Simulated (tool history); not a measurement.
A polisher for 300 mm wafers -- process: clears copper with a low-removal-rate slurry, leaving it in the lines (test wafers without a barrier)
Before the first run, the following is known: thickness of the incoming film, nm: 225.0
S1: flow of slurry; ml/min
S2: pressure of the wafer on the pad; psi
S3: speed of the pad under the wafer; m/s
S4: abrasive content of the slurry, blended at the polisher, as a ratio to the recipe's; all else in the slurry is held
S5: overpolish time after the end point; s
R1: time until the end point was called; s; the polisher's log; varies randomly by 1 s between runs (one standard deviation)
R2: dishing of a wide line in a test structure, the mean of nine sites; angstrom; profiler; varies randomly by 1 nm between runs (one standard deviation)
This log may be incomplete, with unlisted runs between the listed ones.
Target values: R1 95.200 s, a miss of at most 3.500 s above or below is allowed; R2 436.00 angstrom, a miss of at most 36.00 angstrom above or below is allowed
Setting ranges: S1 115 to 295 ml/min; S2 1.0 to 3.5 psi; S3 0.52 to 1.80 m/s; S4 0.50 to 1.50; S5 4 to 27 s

| run | hour | S1 | S2 | S3 | S4 | S5 | R1 | R2 |
|---|---|---|---|---|---|---|---|---|
| 1 | 0.0 | 190 | 2.2 | 1.16 | 1.00 | 14 | 74.309 | 330.52 |
| 2 | 5.0 | 190 | 2.2 | 1.16 | 1.15 | 14 | 74.103 | 332.27 |
| 3 | 8.1 | 190 | 2.2 | 1.16 | 1.05 | 14 | 74.119 | 321.93 |
| 4 | 8.9 | 190 | 2.1 | 1.16 | 1.05 | 16 | 77.587 | 351.22 |
| 5 | 11.2 | 190 | 2.5 | 1.16 | 1.05 | 16 | 65.385 | 407.51 |
| 6 | 17.7 | 190 | 2.3 | 1.16 | 1.05 | 18 | 71.202 | 428.60 |
| 7 | 23.7 | 190 | 2.1 | 1.16 | 1.05 | 19 | 76.358 | 414.69 |
| 8 | 26.0 | 190 | 2.0 | 1.16 | 1.05 | 20 | 83.274 | 422.33 |
| 9 | 27.7 | 190 | 1.9 | 1.16 | 1.05 | 21 | 87.281 | 408.94 |

Which single option among these 5 for the next run brings every result within its allowed miss of target? Just one does.
| A | 29.4 | 210 | 1.8 | 1.32 | 1.05 | 19 | ? | ? |
| B | 29.4 | 160 | 1.9 | 1.30 | 1.05 | 17 | ? | ? |
| C | 29.4 | 200 | 2.2 | 1.12 | 0.90 | 21 | ? | ? |
| D | 29.4 | 225 | 1.9 | 1.06 | 0.90 | 25 | ? | ? |
| E | 29.4 | 210 | 1.8 | 1.22 | 1.30 | 17 | ? | ? |

| move | R1 | R2 |
|---|---|---|
| A | 79.943 | 400.90 |
| B | 79.805 | 366.57 |
| C | 79.657 | 443.44 |
| D | 95.195 | 437.43 |
| E | 82.047 | 356.75 |
A: misses by more than the last run did
B: misses by more than the last run did
C: misses by more than the last run did
D: all results in spec
E: misses by more than the last run did
The move that meets every target is D.
